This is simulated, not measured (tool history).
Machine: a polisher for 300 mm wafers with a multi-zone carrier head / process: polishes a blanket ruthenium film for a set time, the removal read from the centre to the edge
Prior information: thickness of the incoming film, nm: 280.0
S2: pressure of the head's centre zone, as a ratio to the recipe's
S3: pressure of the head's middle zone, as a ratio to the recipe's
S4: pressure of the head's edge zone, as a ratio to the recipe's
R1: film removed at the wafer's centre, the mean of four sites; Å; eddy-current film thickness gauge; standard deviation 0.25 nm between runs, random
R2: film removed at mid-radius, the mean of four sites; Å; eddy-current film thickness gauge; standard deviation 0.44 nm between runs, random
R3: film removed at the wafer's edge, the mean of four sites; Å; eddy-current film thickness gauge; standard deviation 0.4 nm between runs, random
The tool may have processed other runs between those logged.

{"run": 1, "hour": 0.0, "flow of slurry (ml/min)": 250, "S2": 1.0, "S3": 1.0, "S4": 1.0, "polishing time (s)": 38, "R1": 346.98, "R2": 358.18, "R3": 360.48}
{"run": 2, "hour": 2.0, "flow of slurry (ml/min)": 185, "S2": 1.0, "S3": 1.0, "S4": 1.0, "polishing time (s)": 38, "R1": 327.78, "R2": 345.74, "R3": 347.95}
{"run": 3, "hour": 8.2, "flow of slurry (ml/min)": 150, "S2": 1.0, "S3": 1.0, "S4": 1.0, "polishing time (s)": 38, "R1": 307.72, "R2": 335.57, "R3": 340.22}
{"run": 4, "hour": 11.6, "flow of slurry (ml/min)": 150, "S2": 1.0, "S3": 1.0, "S4": 1.0, "polishing time (s)": 38, "R1": 308.28, "R2": 340.81, "R3": 338.09}
{"run": 5, "hour": 16.4, "flow of slurry (ml/min)": 150, "S2": 1.04, "S3": 1.0, "S4": 1.0, "polishing time (s)": 38, "R1": 319.68, "R2": 323.32, "R3": 334.07}
{"run": 6, "hour": 22.8, "flow of slurry (ml/min)": 150, "S2": 1.1, "S3": 1.0, "S4": 1.0, "polishing time (s)": 38, "R1": 327.99, "R2": 333.41, "R3": 341.81}
{"run": 7, "hour": 27.9, "flow of slurry (ml/min)": 150, "S2": 1.06, "S3": 1.02, "S4": 0.99, "polishing time (s)": 37, "R1": 318.1, "R2": 318.79, "R3": 331.13}
{"run": 8, "hour": 32.1, "flow of slurry (ml/min)": 150, "S2": 1.01, "S3": 1.01, "S4": 0.96, "polishing time (s)": 37, "R1": 303.47, "R2": 328.88, "R3": 322.12}

Run 9, settings as shown, results not yet in. Your forecast:
{"run": 9, "hour": 36.1, "flow of slurry (ml/min)": 150, "S2": 0.99, "S3": 1.01, "S4": 0.95, "polishing time (s)": 37, "R1": "?", "R2": "?", "R3": "?"}

{"run 9": {"R1": 296.67, "R2": 321.22, "R3": 320.79}}
